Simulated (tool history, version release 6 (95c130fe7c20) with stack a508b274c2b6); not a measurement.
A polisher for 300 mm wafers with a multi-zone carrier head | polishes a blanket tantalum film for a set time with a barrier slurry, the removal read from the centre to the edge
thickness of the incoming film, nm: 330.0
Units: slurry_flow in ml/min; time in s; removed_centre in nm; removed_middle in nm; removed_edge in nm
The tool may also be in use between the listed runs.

run    day  slurry_flow  centre_zone  middle_zone  edge_zone  slurry_solids  time  removed_centre  removed_middle  removed_edge
  1      0          230            1            1          1              1    50          52.887          53.182        53.664
  2  0.258          225         1.01         0.97       0.98            0.9    50          51.797            49.7        51.221
  3  0.388          220         1.01         0.95       0.96           0.85    50          51.897          48.226        49.949
  4  0.675          220         1.01         0.91       0.96           0.85    50          51.675            45.9        49.913
  5  0.717          215            1          0.9       0.94            0.8    50           50.59          43.938         47.92
  6  0.779          215         1.04          0.9       0.94            0.8    50          50.994          45.475        48.298

Run 7 comes next. What will it give?
  7  0.917          210         1.02         0.89       0.92            0.8    50               ?               ?             ?

Run 7 gave removed_centre 49.91 nm, removed_middle 44.53 nm, removed_edge 47.772 nm.
